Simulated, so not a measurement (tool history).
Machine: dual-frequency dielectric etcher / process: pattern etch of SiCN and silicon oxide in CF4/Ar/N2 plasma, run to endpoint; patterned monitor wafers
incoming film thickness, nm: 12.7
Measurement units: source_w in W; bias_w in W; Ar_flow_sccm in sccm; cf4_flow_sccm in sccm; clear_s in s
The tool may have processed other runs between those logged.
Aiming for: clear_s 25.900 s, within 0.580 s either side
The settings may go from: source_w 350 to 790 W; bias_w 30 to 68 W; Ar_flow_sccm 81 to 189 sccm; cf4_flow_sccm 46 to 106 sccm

run	hour	source_w	bias_w	Ar_flow_sccm	cf4_flow_sccm	clear_s
1	0.0	570	49	135	76	15.212
2	8.2	570	49	135	88	14.674
3	12.7	520	45	144	84	16.795
4	14.6	520	45	144	75	17.318
5	15.3	480	42	148	74	18.781
6	20.4	450	40	154	72	20.662
7	23.4	430	38	156	72	21.647
8	31.7	350	31	166	69	28.300
9	36.6	360	31	166	69	27.204
10	37.4	370	31	166	69	26.710

Which one of the following 4 next-run settings gets every result inside its allowed miss? There is exactly one.
A	38.2	380	30	182	66	?
B	38.2	360	35	176	76	?
C	38.2	350	30	155	75	?
D	38.2	350	30	150	69	?

move	clear_s
A	27.110
B	25.934
C	27.135
D	27.600
A: further off than the last run
B: meets every target
C: further off than the last run
D: further off than the last run
B is the move that brings every result within its allowed miss.
